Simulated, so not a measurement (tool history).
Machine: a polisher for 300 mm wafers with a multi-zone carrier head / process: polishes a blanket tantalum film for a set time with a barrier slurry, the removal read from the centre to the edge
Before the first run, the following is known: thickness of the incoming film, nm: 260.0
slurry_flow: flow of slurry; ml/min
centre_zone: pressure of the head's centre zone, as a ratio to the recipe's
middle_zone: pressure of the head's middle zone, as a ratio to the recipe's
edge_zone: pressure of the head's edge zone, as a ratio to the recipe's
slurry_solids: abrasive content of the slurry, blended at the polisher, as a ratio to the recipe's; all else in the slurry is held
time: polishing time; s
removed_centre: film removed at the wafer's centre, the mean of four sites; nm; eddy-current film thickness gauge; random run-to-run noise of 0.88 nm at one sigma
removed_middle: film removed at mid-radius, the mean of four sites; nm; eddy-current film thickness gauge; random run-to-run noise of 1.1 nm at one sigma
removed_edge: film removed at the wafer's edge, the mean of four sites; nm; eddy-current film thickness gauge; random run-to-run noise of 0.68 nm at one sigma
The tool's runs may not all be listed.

run	hour	slurry_flow	centre_zone	middle_zone	edge_zone	slurry_solids	time	removed_centre	removed_middle	removed_edge
1	0	225	1	1	1	1	60	89.425	91.703	87.691
2	3.8	220	0.97	0.99	0.99	0.9	59	84.353	87.207	83.983
3	6.1	185	0.97	0.99	0.99	0.9	59	79.712	84.532	83.516
4	9.2	180	0.95	0.99	0.98	0.8	58	75.808	80.153	78.775
5	12.7	175	0.93	0.99	0.98	0.75	58	72.689	78.881	77.825
6	18.6	175	0.93	0.99	0.9	0.75	58	73.983	76.613	74.987
7	25.8	170	0.91	0.99	0.9	0.7	58	69.533	75.275	74.501
8	33.3	170	0.9	0.99	0.9	0.7	58	69.303	77.893	74.732
9	34.5	155	0.82	0.92	0.91	0.55	57	57.573	66.138	69.612

Forecast run 10:
10	37.1	155	0.82	0.92	0.91	0.55	57	?	?	?

Run 10 measured removed_centre 59.405 nm, removed_middle 66.497 nm, removed_edge 68.851 nm.

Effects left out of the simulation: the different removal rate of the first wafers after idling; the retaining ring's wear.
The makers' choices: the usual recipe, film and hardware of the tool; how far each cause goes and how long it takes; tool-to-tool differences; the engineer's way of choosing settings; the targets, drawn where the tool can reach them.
